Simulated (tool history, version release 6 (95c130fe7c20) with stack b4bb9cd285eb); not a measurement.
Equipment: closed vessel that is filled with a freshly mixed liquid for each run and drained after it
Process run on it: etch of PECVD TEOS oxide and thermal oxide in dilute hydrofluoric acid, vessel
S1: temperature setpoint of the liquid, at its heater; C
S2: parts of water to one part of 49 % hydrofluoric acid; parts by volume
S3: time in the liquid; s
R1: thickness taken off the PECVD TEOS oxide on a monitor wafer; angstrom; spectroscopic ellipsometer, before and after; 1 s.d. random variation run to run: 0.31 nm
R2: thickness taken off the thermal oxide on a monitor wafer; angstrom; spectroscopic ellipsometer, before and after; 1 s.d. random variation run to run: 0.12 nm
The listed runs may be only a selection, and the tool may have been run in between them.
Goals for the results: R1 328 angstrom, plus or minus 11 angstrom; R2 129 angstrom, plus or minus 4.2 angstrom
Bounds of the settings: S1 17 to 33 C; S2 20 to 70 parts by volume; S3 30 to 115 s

| run | day | S1 | S2 | S3 | R1 | R2 |
|---|---|---|---|---|---|---|
| 1 | 0 | 25 | 40 | 60 | 178.45 | 71.398 |
| 2 | 0.071 | 26.5 | 40 | 60 | 197.23 | 75.726 |
| 3 | 0.325 | 26.5 | 35 | 60 | 222.54 | 87.768 |
| 4 | 0.454 | 26.5 | 45 | 60 | 168.67 | 67.22 |
| 5 | 0.825 | 27.5 | 40 | 60 | 202.9 | 78.49 |
| 6 | 1.042 | 26 | 40 | 60 | 193.64 | 74.329 |
| 7 | 1.1 | 27.5 | 40 | 60 | 202.36 | 78.723 |
| 8 | 1.212 | 28.5 | 35 | 60 | 245.98 | 94.432 |

Next run, 5 choices. One meets every target within its allowed miss, the rest don't. Which?
| A | 1.325 | 31.5 | 55 | 110 | ? | ? |
| B | 1.325 | 25 | 40 | 60 | ? | ? |
| C | 1.325 | 29.5 | 25 | 55 | ? | ? |
| D | 1.325 | 27.5 | 35 | 90 | ? | ? |
| E | 1.325 | 29 | 30 | 55 | ? | ? |

| move | R1 | R2 |
|---|---|---|
| A | 308.28 | 122.79 |
| B | 182.42 | 72.655 |
| C | 328.57 | 130.87 |
| D | 348.83 | 138.94 |
| E | 266.26 | 106.05 |
A: moves toward the targets from the last run without getting all of them in spec
B: misses by more than the last run did
C: hits every target within its allowed miss
D: carries the result that was furthest off beyond its target, to the other side
E: moves toward the targets from the last run without getting all of them in spec
Answer: C
